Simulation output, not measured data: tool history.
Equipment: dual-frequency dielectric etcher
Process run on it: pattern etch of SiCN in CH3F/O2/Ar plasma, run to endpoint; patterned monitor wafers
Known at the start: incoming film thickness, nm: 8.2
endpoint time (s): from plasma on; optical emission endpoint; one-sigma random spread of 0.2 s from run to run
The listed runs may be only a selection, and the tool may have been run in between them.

{"run": 1, "hour": 0.0, "source power (W)": 540, "bias power (W)": 77, "endpoint time (s)": 19.879}
{"run": 2, "hour": 1.2, "source power (W)": 540, "bias power (W)": 87, "endpoint time (s)": 18.684}
{"run": 3, "hour": 3.4, "source power (W)": 600, "bias power (W)": 87, "endpoint time (s)": 17.865}
{"run": 4, "hour": 10.2, "source power (W)": 680, "bias power (W)": 87, "endpoint time (s)": 17.199}
{"hour": 13.6, "done": "bias power generator calibrated"}
{"run": 5, "hour": 13.6, "source power (W)": 760, "bias power (W)": 87, "endpoint time (s)": 15.978}
{"run": 6, "hour": 20.2, "source power (W)": 760, "bias power (W)": 87, "endpoint time (s)": 15.776}
{"run": 7, "hour": 27.5, "source power (W)": 650, "bias power (W)": 72, "endpoint time (s)": 18.714}

Estimate the outcome of run 8 from the log above:
{"run": 8, "hour": 32.8, "source power (W)": 540, "bias power (W)": 61, "endpoint time (s)": "?"}

{"run 8": {"endpoint time (s)": 21.888}}
